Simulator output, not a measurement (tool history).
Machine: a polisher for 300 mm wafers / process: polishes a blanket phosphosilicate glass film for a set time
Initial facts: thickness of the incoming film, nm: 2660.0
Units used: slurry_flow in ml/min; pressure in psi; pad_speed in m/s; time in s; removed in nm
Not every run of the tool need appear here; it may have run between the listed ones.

Run 1, hour 0.0: slurry_flow 165 ml/min, pressure 3.6 psi, pad_speed 1.06 m/s, slurry_solids 1.00, time 58 s. Result: removed 614.51 nm.
Run 2, hour 4.4: slurry_flow 165 ml/min, pressure 3.1 psi, pad_speed 0.96 m/s, slurry_solids 1.00, time 58 s. Result: removed 506.22 nm.
Run 3, hour 12.8: slurry_flow 165 ml/min, pressure 2.7 psi, pad_speed 0.88 m/s, slurry_solids 1.00, time 58 s. Result: removed 433.15 nm.
Run 4, hour 18.7: slurry_flow 165 ml/min, pressure 2.0 psi, pad_speed 0.88 m/s, slurry_solids 1.00, time 58 s. Result: removed 348.20 nm.
Run 5, hour 22.5: slurry_flow 165 ml/min, pressure 2.0 psi, pad_speed 0.88 m/s, slurry_solids 0.85, time 58 s. Result: removed 321.73 nm.
Run 6, hour 28.7: slurry_flow 165 ml/min, pressure 2.0 psi, pad_speed 1.02 m/s, slurry_solids 0.85, time 58 s. Result: removed 373.46 nm.
Run 7, hour 34.1: slurry_flow 165 ml/min, pressure 1.9 psi, pad_speed 0.96 m/s, slurry_solids 0.85, time 58 s. Result: removed 342.07 nm.
Run 8, hour 39.3: slurry_flow 165 ml/min, pressure 1.8 psi, pad_speed 0.90 m/s, slurry_solids 0.85, time 58 s. Result: removed 315.88 nm.

Expected results for the next run?
Run 9, hour 45.0: slurry_flow 165 ml/min, pressure 1.8 psi, pad_speed 0.86 m/s, slurry_solids 0.85, time 58 s. Result: removed ?.

{"run 9": {"removed": 302.74}}

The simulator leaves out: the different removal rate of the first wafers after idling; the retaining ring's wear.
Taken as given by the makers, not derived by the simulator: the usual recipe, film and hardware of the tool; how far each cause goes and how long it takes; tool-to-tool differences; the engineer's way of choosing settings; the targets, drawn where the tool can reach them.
